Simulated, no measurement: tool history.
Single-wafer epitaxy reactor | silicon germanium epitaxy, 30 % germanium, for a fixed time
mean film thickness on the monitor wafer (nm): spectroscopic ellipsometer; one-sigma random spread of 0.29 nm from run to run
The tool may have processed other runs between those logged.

run  hour  wafer temperature setpoint (pyrometer-controlled) (K)  chamber pressure (Torr)  mean film thickness on the monitor wafer (nm)
  1   0.0                                                 868.15                     17.2                                         48.787
  2   8.5                                                 870.15                     17.3                                         50.542
  3  14.5                                                 861.15                     17.3                                         43.680
  4  21.6                                                 865.15                     17.4                                         46.760
  5  27.6                                                 865.15                     18.7                                         47.941
  6  32.5                                                 858.15                     18.7                                         42.846
  7  39.9                                                 862.15                     18.8                                         45.997

Estimate the outcome of run 8 from the log above:
  8  42.1                                                 865.15                     18.9                                              ?

For run 8 the tool returned mean film thickness on the monitor wafer (nm) 48.263.
